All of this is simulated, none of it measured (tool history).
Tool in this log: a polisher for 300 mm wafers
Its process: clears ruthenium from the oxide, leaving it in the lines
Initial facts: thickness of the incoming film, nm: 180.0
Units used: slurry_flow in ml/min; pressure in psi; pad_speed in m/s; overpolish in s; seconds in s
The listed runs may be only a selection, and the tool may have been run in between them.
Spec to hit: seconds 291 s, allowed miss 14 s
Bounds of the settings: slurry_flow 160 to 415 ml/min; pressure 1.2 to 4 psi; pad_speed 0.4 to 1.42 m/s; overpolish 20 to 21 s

run,hour,slurry_flow,pressure,pad_speed,overpolish,seconds
1,0,265,2.6,0.9,20,169.92
2,5.6,265,2.6,0.9,20,172.47
3,6.2,265,2.3,0.9,20,195.83
4,7,265,2.3,0.9,20,191.99
5,15.6,265,2.6,0.9,20,170.2
6,22.9,265,2.3,0.9,20,193.89
7,26.1,265,2.1,0.9,20,210.78
8,30.5,265,1.9,0.9,20,234.99
9,31.9,265,1.8,0.9,20,246.24
10,38.5,265,1.3,0.88,20,337.65
11,39.5,265,1.4,0.88,20,314.42

Which one of the following 4 next-run settings gets every result inside its allowed miss? There is exactly one.
A,40.5,305,1.2,1.12,21,?
B,40.5,240,1.5,0.82,20,?
C,40.5,225,1.7,0.62,20,?
D,40.5,275,1.8,0.66,21,?

move,seconds
A,292.87
B,319.31
C,361.05
D,317.6
A: all results land within tolerance of their targets
B: further off than the last run
C: further off than the last run
D: further off than the last run
The right move is A.
